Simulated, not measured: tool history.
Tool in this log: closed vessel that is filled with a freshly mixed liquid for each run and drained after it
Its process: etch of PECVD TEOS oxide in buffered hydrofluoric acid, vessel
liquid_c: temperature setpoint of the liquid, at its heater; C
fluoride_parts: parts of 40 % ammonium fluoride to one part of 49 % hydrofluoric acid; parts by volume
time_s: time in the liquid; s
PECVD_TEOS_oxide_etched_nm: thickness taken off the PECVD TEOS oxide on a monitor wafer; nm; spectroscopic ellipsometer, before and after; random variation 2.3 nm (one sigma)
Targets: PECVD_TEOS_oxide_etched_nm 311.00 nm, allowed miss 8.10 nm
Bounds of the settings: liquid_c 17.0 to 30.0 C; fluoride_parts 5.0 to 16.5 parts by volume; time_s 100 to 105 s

run    day  liquid_c  fluoride_parts  time_s  PECVD_TEOS_oxide_etched_nm
  1  0.000      22.0            10.0     100                      238.89
  2  0.054      23.0            10.0     100                      253.15
  3  0.425      23.5            10.0     100                      258.20
  4  0.579      23.5            10.0     105                      270.45
  5  0.892      24.0            10.0     105                      275.83
  6  1.125      24.0            10.0     100                      262.24
  7  1.192      24.5            10.0     100                      269.63
  8  1.304      25.0            10.0     100                      279.15
  9  1.429      25.5            10.0     100                      289.77
 10  1.529      26.0            10.0     100                      295.78

Exercise: of the 4 proposed moves below, exactly one satisfies all targets within the stated allowed misses. Which move is it?
  A  1.629      26.5            10.5     100                           ?
  B  1.629      27.0            10.0     100                           ?
  C  1.629      28.5            12.0     105                           ?
  D  1.629      24.0             9.5     105                           ?

move  PECVD_TEOS_oxide_etched_nm
   A                      289.43
   B                      311.72
   C                      296.84
   D                      287.51
A: further off than the last run
B: all results land within tolerance of their targets
C: gains on the last run, yet a result remains outside its allowed miss
D: further off than the last run
Move B is the one to make.
